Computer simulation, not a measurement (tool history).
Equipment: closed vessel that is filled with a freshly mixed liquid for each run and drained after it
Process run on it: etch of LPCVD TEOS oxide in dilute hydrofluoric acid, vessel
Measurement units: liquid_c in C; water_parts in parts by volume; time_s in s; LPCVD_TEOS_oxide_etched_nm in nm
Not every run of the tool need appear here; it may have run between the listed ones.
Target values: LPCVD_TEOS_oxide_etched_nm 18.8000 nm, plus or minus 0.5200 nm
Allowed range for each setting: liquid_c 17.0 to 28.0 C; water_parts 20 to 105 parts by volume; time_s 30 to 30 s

run 1 hour=0.0 | liquid_c=20.0 water_parts=55 time_s=30 | LPCVD_TEOS_oxide_etched_nm=10.4350
run 2 hour=4.1 | liquid_c=22.0 water_parts=55 time_s=30 | LPCVD_TEOS_oxide_etched_nm=11.4280
run 3 hour=11.8 | liquid_c=22.0 water_parts=55 time_s=30 | LPCVD_TEOS_oxide_etched_nm=11.3770
run 4 hour=18.6 | liquid_c=22.0 water_parts=75 time_s=30 | LPCVD_TEOS_oxide_etched_nm=8.1585
run 5 hour=23.7 | liquid_c=22.0 water_parts=75 time_s=30 | LPCVD_TEOS_oxide_etched_nm=8.1932
run 6 hour=25.5 | liquid_c=22.0 water_parts=75 time_s=30 | LPCVD_TEOS_oxide_etched_nm=8.1907
run 7 hour=30.8 | liquid_c=23.0 water_parts=70 time_s=30 | LPCVD_TEOS_oxide_etched_nm=9.1795
run 8 hour=33.6 | liquid_c=23.0 water_parts=70 time_s=30 | LPCVD_TEOS_oxide_etched_nm=9.0765
run 9 hour=34.5 | liquid_c=24.0 water_parts=65 time_s=30 | LPCVD_TEOS_oxide_etched_nm=10.3400
run 10 hour=41.3 | liquid_c=25.0 water_parts=60 time_s=30 | LPCVD_TEOS_oxide_etched_nm=11.7700
run 11 hour=48.2 | liquid_c=25.5 water_parts=55 time_s=30 | LPCVD_TEOS_oxide_etched_nm=13.0640
run 12 hour=48.9 | liquid_c=26.0 water_parts=50 time_s=30 | LPCVD_TEOS_oxide_etched_nm=14.9020
run 13 hour=55.5 | liquid_c=26.5 water_parts=50 time_s=30 | LPCVD_TEOS_oxide_etched_nm=15.2720
run 14 hour=57.2 | liquid_c=28.0 water_parts=40 time_s=30 | LPCVD_TEOS_oxide_etched_nm=20.4780

Which single option among these 5 for the next run brings every result within its allowed miss of target? Just one does.
run A hour=58.9 | liquid_c=27.5 water_parts=35 time_s=30 | LPCVD_TEOS_oxide_etched_nm=?
run B hour=58.9 | liquid_c=26.0 water_parts=40 time_s=30 | LPCVD_TEOS_oxide_etched_nm=?
run C hour=58.9 | liquid_c=23.0 water_parts=30 time_s=30 | LPCVD_TEOS_oxide_etched_nm=?
run D hour=58.9 | liquid_c=27.0 water_parts=35 time_s=30 | LPCVD_TEOS_oxide_etched_nm=?
run E hour=58.9 | liquid_c=28.0 water_parts=35 time_s=30 | LPCVD_TEOS_oxide_etched_nm=?

move=A LPCVD_TEOS_oxide_etched_nm=23.1380
move=B LPCVD_TEOS_oxide_etched_nm=18.9090
move=C LPCVD_TEOS_oxide_etched_nm=22.5660
move=D LPCVD_TEOS_oxide_etched_nm=22.6720
move=E LPCVD_TEOS_oxide_etched_nm=23.6110
A: its largest miss is bigger than the last run's
B: every result within its allowed miss
C: its largest miss is bigger than the last run's
D: its largest miss is bigger than the last run's
E: its largest miss is bigger than the last run's
The move that meets every target is B.

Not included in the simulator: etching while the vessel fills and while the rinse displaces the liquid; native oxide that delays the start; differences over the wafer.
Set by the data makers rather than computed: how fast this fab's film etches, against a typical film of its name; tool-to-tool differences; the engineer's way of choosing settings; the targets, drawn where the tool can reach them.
